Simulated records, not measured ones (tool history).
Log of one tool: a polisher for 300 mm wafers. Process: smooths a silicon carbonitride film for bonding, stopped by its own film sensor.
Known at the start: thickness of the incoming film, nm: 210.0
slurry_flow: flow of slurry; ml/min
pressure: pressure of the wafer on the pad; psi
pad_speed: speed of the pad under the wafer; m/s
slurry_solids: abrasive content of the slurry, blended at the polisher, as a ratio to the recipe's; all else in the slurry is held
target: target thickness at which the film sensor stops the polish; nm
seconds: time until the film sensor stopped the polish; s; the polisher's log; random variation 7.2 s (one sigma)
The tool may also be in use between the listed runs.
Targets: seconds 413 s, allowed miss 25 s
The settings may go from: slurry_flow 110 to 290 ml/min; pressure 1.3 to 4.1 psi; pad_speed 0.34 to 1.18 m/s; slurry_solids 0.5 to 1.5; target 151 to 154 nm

run,day,slurry_flow,pressure,pad_speed,slurry_solids,target,seconds
1,0,185,2.7,0.76,1,154,200.59
2,0.317,185,2.7,0.76,1.15,154,184.81
3,0.533,185,2.7,0.76,1.15,151,192.76
4,0.592,185,2.7,0.94,1.15,151,162.06
5,0.708,185,2.5,0.88,1.15,151,185.63
6,0.871,185,2.5,0.88,1,151,208.87
7,1.108,185,2.3,0.86,1,151,222.69
8,1.333,185,2.1,0.82,1,151,251.06
9,1.504,185,2,0.78,1,151,267
10,1.85,185,1.9,0.76,1,151,302.47
11,1.879,185,1.8,0.76,1,151,308.07
12,1.979,185,1.7,0.74,1,151,336.43
13,2.242,185,1.6,0.74,1,151,345.76

Which of these 5 next moves meets every target?
A,2.504,195,1.5,0.64,0.85,151,?
B,2.504,195,1.6,0.7,1.15,154,?
C,2.504,180,1.5,0.64,1.1,151,?
D,2.504,160,1.4,0.64,0.85,154,?
E,2.504,175,1.6,0.88,1.2,154,?

move,seconds
A,460.57
B,328.66
C,406.9
D,476.14
E,271.48
A: takes the result that was furthest off past its target
B: further off than the last run
C: meets every target
D: takes the result that was furthest off past its target
E: further off than the last run
Answer: C

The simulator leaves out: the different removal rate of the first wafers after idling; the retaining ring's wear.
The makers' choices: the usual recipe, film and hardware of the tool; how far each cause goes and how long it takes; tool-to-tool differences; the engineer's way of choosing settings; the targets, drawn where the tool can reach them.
